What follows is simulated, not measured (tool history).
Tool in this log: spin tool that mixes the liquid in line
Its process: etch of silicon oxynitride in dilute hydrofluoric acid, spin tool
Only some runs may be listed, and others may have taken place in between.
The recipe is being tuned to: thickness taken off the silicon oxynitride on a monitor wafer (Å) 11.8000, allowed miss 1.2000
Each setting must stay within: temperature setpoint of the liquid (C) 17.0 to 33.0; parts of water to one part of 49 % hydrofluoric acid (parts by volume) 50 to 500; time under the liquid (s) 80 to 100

run  hour  temperature setpoint of the liquid (C)  parts of water to one part of 49 % hydrofluoric acid (parts by volume)  time under the liquid (s)  thickness taken off the silicon oxynitride on a monitor wafer (Å)
  1   0.0                                    25.0                                                                     275                        100                                                             5.3340
  2   5.5                                    25.0                                                                     350                        100                                                             4.0737
  3  14.2                                    25.0                                                                     350                        100                                                             4.0049
  4  18.5                                    25.0                                                                     350                         80                                                             3.3155
  5  21.9                                    22.0                                                                     350                         80                                                             2.9072
  6  29.1                                    22.0                                                                     425                         80                                                             2.2953
  7  34.5                                    22.5                                                                     390                         80                                                             2.5911
  8  39.3                                    23.0                                                                     360                         80                                                             2.9077
  9  42.6                                    23.5                                                                     330                         80                                                             3.3027
 10  44.3                                    24.0                                                                     305                         80                                                             3.8685
     50.0  -- hydrofluoric acid flow meter replaced
 11  50.0                                    24.5                                                                     285                         80                                                             3.8894
 12  57.5                                    25.0                                                                     260                         80                                                             4.3772
 13  64.3                                    25.5                                                                     235                         80                                                             4.8165
 14  67.9                                    26.0                                                                     215                         80                                                             5.4574
 15  70.8                                    26.5                                                                     200                         80                                                             6.3283
 16  76.4                                    27.0                                                                     190                         80                                                             6.9555
 17  81.1                                    27.5                                                                     185                         80                                                             6.9058
 18  83.4                                    28.0                                                                     175                         80                                                             7.8107
 19  84.7                                    28.5                                                                     170                         80                                                             8.3500
 20  86.3                                    29.0                                                                     170                         80                                                             8.7899
 21  87.1                                    29.5                                                                     170                         80                                                             8.8593
 22  92.2                                    30.5                                                                     110                         85                                                            16.1790

5 next moves are on the table. One of them brings every result within its allowed miss. Which?
  A  97.3                                    31.0                                                                     110                        100                                                                  ?
  B  97.3                                    28.0                                                                      90                         80                                                                  ?
  C  97.3                                    30.5                                                                     160                         95                                                                  ?
  D  97.3                                    31.5                                                                      85                         90                                                                  ?
  E  97.3                                    28.5                                                                      70                        100                                                                  ?

move  thickness taken off the silicon oxynitride on a monitor wafer (Å)
   A                                                            18.8230
   B                                                            16.4050
   C                                                            11.4440
   D                                                            23.0200
   E                                                            27.5150
A: its largest miss is bigger than the last run's
B: its largest miss is bigger than the last run's
C: hits every target within its allowed miss
D: its largest miss is bigger than the last run's
E: its largest miss is bigger than the last run's
Answer: C

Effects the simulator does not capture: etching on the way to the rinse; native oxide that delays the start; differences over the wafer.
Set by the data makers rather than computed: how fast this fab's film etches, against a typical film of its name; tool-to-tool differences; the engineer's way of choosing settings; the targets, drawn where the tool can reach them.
